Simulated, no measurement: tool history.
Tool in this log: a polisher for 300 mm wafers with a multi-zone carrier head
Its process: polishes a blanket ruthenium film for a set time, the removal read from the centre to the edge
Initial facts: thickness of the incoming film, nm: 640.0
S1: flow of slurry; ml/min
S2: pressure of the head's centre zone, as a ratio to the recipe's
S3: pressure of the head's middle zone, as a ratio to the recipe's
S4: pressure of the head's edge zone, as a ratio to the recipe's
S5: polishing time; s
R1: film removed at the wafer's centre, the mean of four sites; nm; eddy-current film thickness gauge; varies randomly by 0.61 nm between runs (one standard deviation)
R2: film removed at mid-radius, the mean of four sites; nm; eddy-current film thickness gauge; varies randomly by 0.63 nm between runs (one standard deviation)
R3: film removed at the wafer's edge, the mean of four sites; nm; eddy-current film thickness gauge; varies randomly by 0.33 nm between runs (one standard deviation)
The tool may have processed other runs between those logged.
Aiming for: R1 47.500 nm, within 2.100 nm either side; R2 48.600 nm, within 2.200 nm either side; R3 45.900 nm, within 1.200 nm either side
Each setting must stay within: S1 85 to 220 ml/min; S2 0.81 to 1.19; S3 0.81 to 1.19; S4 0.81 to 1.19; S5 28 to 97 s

run  hour   S1    S2    S3    S4  S5      R1      R2      R3
  1   0.0  140  1.00  1.00  1.00  62  39.349  36.735  37.593
  2   3.3  120  1.00  1.00  1.00  62  37.216  36.060  36.361
  3  11.5  120  1.00  1.00  0.93  62  37.955  35.536  35.457
  4  15.7  120  1.00  1.00  0.93  47  28.452  27.219  26.911
  5  21.5  135  1.00  1.03  0.97  51  31.243  30.494  30.169
  6  26.8  145  1.01  1.06  1.00  55  35.274  34.398  33.527
  7  32.8  155  1.01  1.08  1.03  57  37.437  37.390  35.519
  8  41.0  165  1.01  1.09  1.06  59  39.091  38.662  37.426
  9  44.5  170  1.01  1.10  1.08  61  40.755  41.248  38.932
 10  47.5  195  1.01  1.09  1.17  70  47.455  48.270  47.474
 11  49.4  195  1.01  1.10  1.16  70  47.456  47.613  47.803
     54.0  -- centre zone pressure recalibrated
 12  54.0  195  1.01  1.11  1.15  70  45.096  48.127  47.560

Which one of the following 4 next-run settings gets every result inside its allowed miss? There is exactly one.
  A  58.6  180  0.95  1.13  1.17  68   ?   ?   ?
  B  58.6  190  0.83  0.97  1.17  78   ?   ?   ?
  C  58.6  195  1.07  1.13  1.11  69   ?   ?   ?
  D  58.6  215  0.91  1.00  1.19  70   ?   ?   ?

move      R1      R2      R3
   A  42.135  46.801  46.193
   B  42.547  47.598  53.446
   C  48.898  48.080  46.056
   D  42.771  44.617  49.036
A: corrects the largest miss of the last run, while another result sits out of spec
B: further off than the last run
C: meets every target
D: further off than the last run
C meets every target.
